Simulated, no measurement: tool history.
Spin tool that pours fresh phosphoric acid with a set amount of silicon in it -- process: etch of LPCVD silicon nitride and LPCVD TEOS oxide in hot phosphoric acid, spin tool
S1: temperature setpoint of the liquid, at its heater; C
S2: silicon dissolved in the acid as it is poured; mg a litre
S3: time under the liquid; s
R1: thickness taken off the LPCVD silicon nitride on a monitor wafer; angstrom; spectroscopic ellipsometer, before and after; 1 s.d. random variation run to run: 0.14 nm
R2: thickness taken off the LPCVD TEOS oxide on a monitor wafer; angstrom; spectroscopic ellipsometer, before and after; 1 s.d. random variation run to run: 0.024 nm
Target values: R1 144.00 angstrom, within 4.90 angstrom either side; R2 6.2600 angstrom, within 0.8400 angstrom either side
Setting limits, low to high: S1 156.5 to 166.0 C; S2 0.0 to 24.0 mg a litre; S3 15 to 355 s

run    day     S1    S2   S3      R1      R2
  1  0.000  161.0  10.5  180  169.15  6.7300
  2  0.029  159.5  10.5  180  161.31  5.9040
  3  0.108  159.5   9.0  175  156.47  5.8990
  4  0.288  159.5   9.0  245  222.26  8.3700
  5  0.400  159.5   7.5  230  204.87  7.9555
  6  0.700  159.5   7.5  190  171.13  6.5528
  7  0.829  159.5   6.5  180  163.17  6.7594
  8  1.067  159.5   6.5  180  160.06  6.8542

Next run, 4 choices. One meets every target within its allowed miss, the rest don't. Which?
  A  1.304  159.0  12.0  205   ?   ?
  B  1.304  159.0   2.5  160   ?   ?
  C  1.304  159.0  10.0  195   ?   ?
  D  1.304  161.5   0.0  140   ?   ?

move      R1      R2
   A  183.57  5.9517
   B  143.27  5.6715
   C  174.61  5.9247
   D  136.33  6.2556
A: its largest miss is bigger than the last run's
B: in spec on every target
C: its largest miss is bigger than the last run's
D: the result that was furthest off in the last run now lies on the other side of its target
B is the move that brings every result within its allowed miss.
